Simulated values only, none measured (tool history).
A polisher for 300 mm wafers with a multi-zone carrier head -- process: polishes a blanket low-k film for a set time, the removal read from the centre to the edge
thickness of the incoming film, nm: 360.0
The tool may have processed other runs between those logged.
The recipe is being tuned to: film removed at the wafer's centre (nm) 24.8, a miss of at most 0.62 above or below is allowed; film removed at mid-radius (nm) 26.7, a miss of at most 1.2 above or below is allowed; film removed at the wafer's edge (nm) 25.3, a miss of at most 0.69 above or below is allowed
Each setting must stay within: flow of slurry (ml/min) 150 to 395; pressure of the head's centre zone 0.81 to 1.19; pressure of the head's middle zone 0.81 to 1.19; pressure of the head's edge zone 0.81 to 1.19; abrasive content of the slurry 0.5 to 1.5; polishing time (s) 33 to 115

run	day	flow of slurry (ml/min)	pressure of the head's centre zone	pressure of the head's middle zone	pressure of the head's edge zone	abrasive content of the slurry	polishing time (s)	film removed at the wafer's centre (nm)	film removed at mid-radius (nm)	film removed at the wafer's edge (nm)
1	0	250	1	1	1	1	73	34.32	35.894	35.58
2	0.138	250	0.99	1	0.98	0.95	73	33.198	34.753	34.269
3	0.162	250	0.99	1	0.98	0.95	85	38.317	40.481	39.609
4	0.388	250	1.04	1	0.98	0.95	85	40.324	41.189	39.894
5	0.479	300	1.04	1	0.98	0.95	85	41.575	41.588	40.45
6	0.6	300	1.04	1.07	0.98	0.95	85	41.633	44.881	39.864
7	0.733	300	1.03	1.06	0.97	0.9	83	39.308	41.132	38.282
8	0.817	295	1.02	1.07	0.95	0.85	81	37.104	40.564	35.552
9	0.942	240	0.92	0.97	0.85	0.6	73	26.158	29.041	27.032
10	1.238	235	0.92	0.97	0.85	0.6	73	26.034	28.346	26.748
11	1.267	230	0.92	0.97	0.85	0.6	73	25.763	28.437	26.625

Below are 5 possible settings for the next run. Only one of them brings all results inside the allowed miss of their targets. Which is it?
A	1.296	200	0.93	1.09	0.82	0.65	67	?	?	?
B	1.296	245	0.86	0.94	0.91	0.65	72	?	?	?
C	1.296	240	0.95	1.07	0.81	0.85	64	?	?	?
D	1.296	345	0.89	0.93	0.81	0.65	66	?	?	?
E	1.296	215	0.99	0.85	0.87	0.5	75	?	?	?

move	film removed at the wafer's centre (nm)	film removed at mid-radius (nm)	film removed at the wafer's edge (nm)
A	24.228	28.758	24.713
B	25.111	28.103	28.495
C	26.777	30.605	26.406
D	24.711	26.493	25.53
E	26.374	24.041	26.134
A: brings the result that was furthest off to its target, and leaves another outside
B: misses by more than the last run did
C: misses by more than the last run did
D: all results land within tolerance of their targets
E: misses by more than the last run did
Answer: D
